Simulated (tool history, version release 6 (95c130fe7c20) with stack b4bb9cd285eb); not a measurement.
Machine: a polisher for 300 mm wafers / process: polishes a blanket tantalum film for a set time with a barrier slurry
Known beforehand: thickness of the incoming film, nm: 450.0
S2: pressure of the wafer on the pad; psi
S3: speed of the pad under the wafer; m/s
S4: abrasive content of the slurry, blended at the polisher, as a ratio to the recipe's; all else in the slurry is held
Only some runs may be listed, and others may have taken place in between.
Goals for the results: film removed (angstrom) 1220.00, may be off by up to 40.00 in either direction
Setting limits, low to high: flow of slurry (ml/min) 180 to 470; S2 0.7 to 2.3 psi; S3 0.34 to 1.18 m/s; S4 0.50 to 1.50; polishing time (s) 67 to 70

run 1 day=0.000 | flow_of_slurry_(ml/min)=300 S2=1.5 S3=0.76 S4=1.00 polishing_time_(s)=67 | film_removed_(angstrom)=698.33
run 2 day=0.312 | flow_of_slurry_(ml/min)=355 S2=1.5 S3=0.76 S4=1.00 polishing_time_(s)=67 | film_removed_(angstrom)=698.13
run 3 day=0.642 | flow_of_slurry_(ml/min)=355 S2=1.7 S3=0.76 S4=1.00 polishing_time_(s)=67 | film_removed_(angstrom)=790.41
run 4 day=0.796 | flow_of_slurry_(ml/min)=355 S2=1.7 S3=0.70 S4=1.00 polishing_time_(s)=67 | film_removed_(angstrom)=743.48
run 5 day=1.096 | flow_of_slurry_(ml/min)=355 S2=1.4 S3=0.70 S4=1.00 polishing_time_(s)=67 | film_removed_(angstrom)=612.97
run 6 day=1.175 | flow_of_slurry_(ml/min)=355 S2=1.6 S3=0.72 S4=1.00 polishing_time_(s)=67 | film_removed_(angstrom)=721.35
run 7 day=1.442 | flow_of_slurry_(ml/min)=355 S2=1.7 S3=0.74 S4=1.00 polishing_time_(s)=67 | film_removed_(angstrom)=795.65
run 8 day=1.688 | flow_of_slurry_(ml/min)=355 S2=2.1 S3=0.76 S4=1.00 polishing_time_(s)=67 | film_removed_(angstrom)=978.91
run 9 day=2.008 | flow_of_slurry_(ml/min)=355 S2=2.1 S3=0.78 S4=1.00 polishing_time_(s)=67 | film_removed_(angstrom)=995.43
run 10 day=2.279 | flow_of_slurry_(ml/min)=355 S2=2.1 S3=0.80 S4=1.00 polishing_time_(s)=67 | film_removed_(angstrom)=1019.00
run 11 day=2.450 | flow_of_slurry_(ml/min)=355 S2=2.1 S3=0.82 S4=1.00 polishing_time_(s)=67 | film_removed_(angstrom)=1042.40
run 12 day=2.567 | flow_of_slurry_(ml/min)=355 S2=2.2 S3=0.84 S4=1.00 polishing_time_(s)=67 | film_removed_(angstrom)=1122.40

Exactly one of the 5 candidate moves below puts every result within its allowed miss. Which one?
run A day=2.683 | flow_of_slurry_(ml/min)=370 S2=2.1 S3=0.84 S4=1.10 polishing_time_(s)=67 | film_removed_(angstrom)=?
run B day=2.683 | flow_of_slurry_(ml/min)=370 S2=2.2 S3=0.82 S4=1.00 polishing_time_(s)=67 | film_removed_(angstrom)=?
run C day=2.683 | flow_of_slurry_(ml/min)=425 S2=2.3 S3=0.80 S4=0.90 polishing_time_(s)=69 | film_removed_(angstrom)=?
run D day=2.683 | flow_of_slurry_(ml/min)=320 S2=2.3 S3=0.84 S4=1.05 polishing_time_(s)=69 | film_removed_(angstrom)=?
run E day=2.683 | flow_of_slurry_(ml/min)=340 S2=2.2 S3=0.78 S4=1.15 polishing_time_(s)=68 | film_removed_(angstrom)=?

move=A film_removed_(angstrom)=1096.60
move=B film_removed_(angstrom)=1099.80
move=C film_removed_(angstrom)=1139.40
move=D film_removed_(angstrom)=1209.40
move=E film_removed_(angstrom)=1096.20
A: lands further from the targets than the last run did
B: lands further from the targets than the last run did
C: closes in on the targets versus the last run, not all within tolerance yet
D: hits every target within its allowed miss
E: lands further from the targets than the last run did
The right move is D.
